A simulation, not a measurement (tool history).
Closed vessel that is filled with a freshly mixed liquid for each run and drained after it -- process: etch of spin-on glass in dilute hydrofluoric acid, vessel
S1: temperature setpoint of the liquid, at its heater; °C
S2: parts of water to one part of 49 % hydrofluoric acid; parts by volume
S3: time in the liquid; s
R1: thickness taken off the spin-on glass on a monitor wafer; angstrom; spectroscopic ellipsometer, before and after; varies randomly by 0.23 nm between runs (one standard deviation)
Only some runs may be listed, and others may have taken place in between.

Run 1, day 0.000: S1 21.0 °C, S2 100 parts by volume, S3 105 s. Result: R1 523.64 angstrom.
Run 2, day 0.054: S1 21.0 °C, S2 100 parts by volume, S3 110 s. Result: R1 551.60 angstrom.
Run 3, day 0.304: S1 20.5 °C, S2 100 parts by volume, S3 110 s. Result: R1 542.61 angstrom.
Run 4, day 0.375: S1 20.0 °C, S2 100 parts by volume, S3 110 s. Result: R1 524.06 angstrom.
Run 5, day 0.567: S1 19.5 °C, S2 100 parts by volume, S3 110 s. Result: R1 517.04 angstrom.
Run 6, day 0.662: S1 19.5 °C, S2 100 parts by volume, S3 105 s. Result: R1 492.27 angstrom.
Run 7, day 1.021: S1 19.0 °C, S2 100 parts by volume, S3 105 s. Result: R1 482.23 angstrom.

The next listed run, before its measurement:
Run 8, day 1.317: S1 18.5 °C, S2 100 parts by volume, S3 105 s. Result: R1 ?.

Run 8 produced R1 471.09 angstrom.

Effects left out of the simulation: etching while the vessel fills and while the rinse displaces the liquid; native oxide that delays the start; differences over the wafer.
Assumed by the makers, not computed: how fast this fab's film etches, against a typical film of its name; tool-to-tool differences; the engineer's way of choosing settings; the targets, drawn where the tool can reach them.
